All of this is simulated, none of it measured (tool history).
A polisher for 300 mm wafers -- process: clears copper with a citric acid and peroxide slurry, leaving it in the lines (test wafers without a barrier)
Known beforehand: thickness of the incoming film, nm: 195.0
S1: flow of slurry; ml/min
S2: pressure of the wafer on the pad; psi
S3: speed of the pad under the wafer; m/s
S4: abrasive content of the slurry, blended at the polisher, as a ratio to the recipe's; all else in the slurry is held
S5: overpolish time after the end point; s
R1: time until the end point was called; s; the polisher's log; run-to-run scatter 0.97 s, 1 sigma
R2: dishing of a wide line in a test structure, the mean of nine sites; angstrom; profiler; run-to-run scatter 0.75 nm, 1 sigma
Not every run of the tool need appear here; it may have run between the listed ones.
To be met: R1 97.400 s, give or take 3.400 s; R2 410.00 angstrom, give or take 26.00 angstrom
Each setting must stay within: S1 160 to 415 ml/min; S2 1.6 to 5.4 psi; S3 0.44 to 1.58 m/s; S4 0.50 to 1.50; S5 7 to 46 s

| run | hour | S1 | S2 | S3 | S4 | S5 | R1 | R2 |
|---|---|---|---|---|---|---|---|---|
| 1 | 0.0 | 265 | 3.5 | 1.00 | 1.00 | 24 | 71.176 | 390.74 |
| 2 | 8.0 | 320 | 3.5 | 1.00 | 1.00 | 24 | 69.892 | 410.89 |
| 3 | 9.3 | 370 | 3.5 | 1.00 | 1.00 | 24 | 69.480 | 412.08 |
| 4 | 15.5 | 370 | 3.2 | 1.00 | 1.00 | 26 | 74.140 | 433.32 |
| 5 | 22.2 | 370 | 2.9 | 1.00 | 1.00 | 27 | 76.279 | 423.74 |
| 6 | 24.2 | 370 | 3.3 | 1.00 | 1.00 | 27 | 72.695 | 421.48 |
| 7 | 24.8 | 370 | 2.9 | 1.00 | 1.00 | 28 | 78.384 | 421.82 |
| 8 | 32.6 | 370 | 2.6 | 1.00 | 1.00 | 29 | 81.886 | 412.65 |
| 9 | 37.9 | 370 | 2.6 | 1.00 | 1.00 | 29 | 81.247 | 410.78 |
| 10 | 43.8 | 370 | 2.3 | 1.00 | 1.00 | 31 | 86.713 | 423.59 |
| 11 | 45.6 | 370 | 2.1 | 1.00 | 1.00 | 32 | 90.996 | 417.09 |
| 12 | 48.7 | 370 | 2.0 | 1.00 | 1.00 | 32 | 92.589 | 398.31 |

5 candidate next runs follow, results not yet known. Just one meets every target within its allowed miss. Identify it.
| A | 51.8 | 365 | 1.6 | 1.26 | 0.85 | 27 | ? | ? |
| B | 51.8 | 415 | 2.6 | 0.78 | 1.15 | 41 | ? | ? |
| C | 51.8 | 350 | 2.1 | 1.06 | 0.95 | 31 | ? | ? |
| D | 51.8 | 375 | 3.1 | 0.80 | 0.85 | 33 | ? | ? |
| E | 51.8 | 390 | 1.7 | 0.94 | 1.00 | 44 | ? | ? |

| move | R1 | R2 |
|---|---|---|
| A | 86.710 | 357.01 |
| B | 99.058 | 456.09 |
| C | 88.092 | 397.74 |
| D | 97.724 | 391.18 |
| E | 105.810 | 448.54 |
A: moves away from the targets compared with the last run
B: the furthest-off result lands on target, but another misses its tolerance
C: moves away from the targets compared with the last run
D: in spec on every target
E: takes the biggest miss from the last run beyond its target
Answer: D
